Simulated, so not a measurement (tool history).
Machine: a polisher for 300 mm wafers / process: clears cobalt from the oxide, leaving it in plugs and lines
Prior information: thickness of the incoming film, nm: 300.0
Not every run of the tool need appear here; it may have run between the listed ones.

| run | hour | flow of slurry (ml/min) | pressure of the wafer on the pad (kPa) | speed of the pad under the wafer (cm/s) | overpolish time after the end point (s) | time until the end point was called (s) | dishing of a wide line in a test structure (Å) |
|---|---|---|---|---|---|---|---|
| 1 | 0 | 280 | 12.4 | 76 | 25 | 80.455 | 543.49 |
| 2 | 8.5 | 280 | 12.4 | 62 | 25 | 96.56 | 470.56 |
| 3 | 16.4 | 280 | 11 | 62 | 22 | 108.6 | 406.16 |
| 4 | 24.8 | 245 | 11 | 62 | 22 | 107.87 | 427.62 |
| 5 | 26.9 | 250 | 10.3 | 62 | 19 | 115.81 | 346.53 |
| 6 | 32.2 | 320 | 10.3 | 62 | 19 | 113.88 | 371.08 |
| 7 | 35.8 | 300 | 6.9 | 60 | 10 | 166.45 | 159.17 |

Expected results for the next run?
| 8 | 38.2 | 300 | 6.9 | 58 | 12 | ? | ? |

{"run 8": {"time until the end point was called (s)": 173.55, "dishing of a wide line in a test structure (Å)": 171.34}}

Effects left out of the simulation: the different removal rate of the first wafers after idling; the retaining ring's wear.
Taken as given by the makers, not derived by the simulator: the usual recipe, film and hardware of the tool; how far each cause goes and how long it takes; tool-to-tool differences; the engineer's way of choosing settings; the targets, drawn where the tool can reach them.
